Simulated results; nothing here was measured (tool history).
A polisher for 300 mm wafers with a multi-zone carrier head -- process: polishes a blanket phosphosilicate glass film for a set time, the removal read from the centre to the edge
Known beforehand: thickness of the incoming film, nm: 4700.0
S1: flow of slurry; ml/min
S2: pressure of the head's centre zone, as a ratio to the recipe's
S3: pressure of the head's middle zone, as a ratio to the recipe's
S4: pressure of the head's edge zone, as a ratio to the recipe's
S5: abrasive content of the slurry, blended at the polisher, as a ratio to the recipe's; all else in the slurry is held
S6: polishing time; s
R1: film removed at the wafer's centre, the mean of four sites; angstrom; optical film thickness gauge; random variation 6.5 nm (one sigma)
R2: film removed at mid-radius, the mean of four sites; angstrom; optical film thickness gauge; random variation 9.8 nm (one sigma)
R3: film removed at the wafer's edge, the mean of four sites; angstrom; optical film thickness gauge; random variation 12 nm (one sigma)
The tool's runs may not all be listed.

| run | hour | S1 | S2 | S3 | S4 | S5 | S6 | R1 | R2 | R3 |
|---|---|---|---|---|---|---|---|---|---|---|
| 1 | 0.0 | 180 | 1.00 | 1.00 | 1.00 | 1.00 | 87 | 7266.9 | 7255.4 | 7309.1 |
| 2 | 3.6 | 180 | 1.00 | 1.00 | 1.00 | 1.00 | 74 | 6117.6 | 6247.0 | 6017.5 |
| 3 | 8.1 | 180 | 1.00 | 1.00 | 1.00 | 1.10 | 74 | 6535.9 | 6495.7 | 6248.5 |
| 4 | 11.8 | 170 | 0.98 | 1.00 | 1.05 | 1.25 | 79 | 7066.4 | 7271.6 | 7258.8 |
| 5 | 14.2 | 170 | 0.98 | 1.00 | 0.98 | 1.25 | 79 | 7035.4 | 7272.5 | 7166.0 |
| 6 | 18.4 | 170 | 0.98 | 1.06 | 0.98 | 1.25 | 79 | 7085.9 | 7666.0 | 7061.5 |
| 7 | 20.2 | 170 | 0.98 | 1.06 | 0.98 | 1.25 | 79 | 7051.0 | 7554.3 | 7075.6 |
| 8 | 25.0 | 175 | 0.98 | 1.03 | 1.01 | 1.35 | 82 | 7615.4 | 8069.4 | 7766.8 |

What does the tool deliver on the next run?
| 9 | 27.8 | 180 | 0.98 | 1.01 | 1.04 | 1.40 | 84 | ? | ? | ? |

{"run 9": {"R1": 8016.4, "R2": 8318.1, "R3": 8204.1}}
